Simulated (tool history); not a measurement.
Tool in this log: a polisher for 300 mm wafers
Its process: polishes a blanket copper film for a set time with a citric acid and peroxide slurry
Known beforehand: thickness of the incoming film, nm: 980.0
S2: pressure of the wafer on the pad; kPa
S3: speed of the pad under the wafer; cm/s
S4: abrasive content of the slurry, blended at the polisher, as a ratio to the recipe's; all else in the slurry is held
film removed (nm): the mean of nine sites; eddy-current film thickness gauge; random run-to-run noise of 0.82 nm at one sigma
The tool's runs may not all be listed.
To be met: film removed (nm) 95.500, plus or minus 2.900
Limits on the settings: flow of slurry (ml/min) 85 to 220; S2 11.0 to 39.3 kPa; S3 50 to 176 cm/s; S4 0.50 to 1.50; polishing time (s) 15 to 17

run 1 hour=0.0 | flow_of_slurry_(ml/min)=140 S2=24.8 S3=112 S4=1.00 polishing_time_(s)=17 | film_removed_(nm)=55.013
run 2 hour=3.8 | flow_of_slurry_(ml/min)=150 S2=29.0 S3=112 S4=1.00 polishing_time_(s)=17 | film_removed_(nm)=64.907
run 3 hour=5.2 | flow_of_slurry_(ml/min)=150 S2=29.0 S3=90 S4=1.00 polishing_time_(s)=17 | film_removed_(nm)=55.370
run 4 hour=12.7 | flow_of_slurry_(ml/min)=160 S2=32.4 S3=94 S4=1.00 polishing_time_(s)=17 | film_removed_(nm)=64.688
run 5 hour=20.4 | flow_of_slurry_(ml/min)=165 S2=34.5 S3=100 S4=1.00 polishing_time_(s)=17 | film_removed_(nm)=71.447
run 6 hour=25.9 | flow_of_slurry_(ml/min)=165 S2=34.5 S3=100 S4=1.00 polishing_time_(s)=17 | film_removed_(nm)=71.930
run 7 hour=34.2 | flow_of_slurry_(ml/min)=165 S2=35.9 S3=106 S4=1.00 polishing_time_(s)=17 | film_removed_(nm)=77.462
run 8 hour=36.7 | flow_of_slurry_(ml/min)=170 S2=37.2 S3=110 S4=1.00 polishing_time_(s)=17 | film_removed_(nm)=84.800
run 9 hour=39.9 | flow_of_slurry_(ml/min)=190 S2=39.3 S3=112 S4=1.00 polishing_time_(s)=17 | film_removed_(nm)=89.818

Which of these 5 next moves meets every target?
run A hour=43.1 | flow_of_slurry_(ml/min)=175 S2=39.3 S3=98 S4=1.35 polishing_time_(s)=17 | film_removed_(nm)=?
run B hour=43.1 | flow_of_slurry_(ml/min)=210 S2=38.6 S3=122 S4=0.95 polishing_time_(s)=15 | film_removed_(nm)=?
run C hour=43.1 | flow_of_slurry_(ml/min)=195 S2=38.6 S3=130 S4=1.00 polishing_time_(s)=16 | film_removed_(nm)=?
run D hour=43.1 | flow_of_slurry_(ml/min)=185 S2=39.3 S3=108 S4=1.00 polishing_time_(s)=16 | film_removed_(nm)=?
run E hour=43.1 | flow_of_slurry_(ml/min)=220 S2=38.6 S3=102 S4=0.95 polishing_time_(s)=17 | film_removed_(nm)=?

move=A film_removed_(nm)=84.037
move=B film_removed_(nm)=83.091
move=C film_removed_(nm)=92.893
move=D film_removed_(nm)=81.691
move=E film_removed_(nm)=82.909
A: moves away from the targets compared with the last run
B: moves away from the targets compared with the last run
C: in spec on every target
D: moves away from the targets compared with the last run
E: moves away from the targets compared with the last run
Answer: C

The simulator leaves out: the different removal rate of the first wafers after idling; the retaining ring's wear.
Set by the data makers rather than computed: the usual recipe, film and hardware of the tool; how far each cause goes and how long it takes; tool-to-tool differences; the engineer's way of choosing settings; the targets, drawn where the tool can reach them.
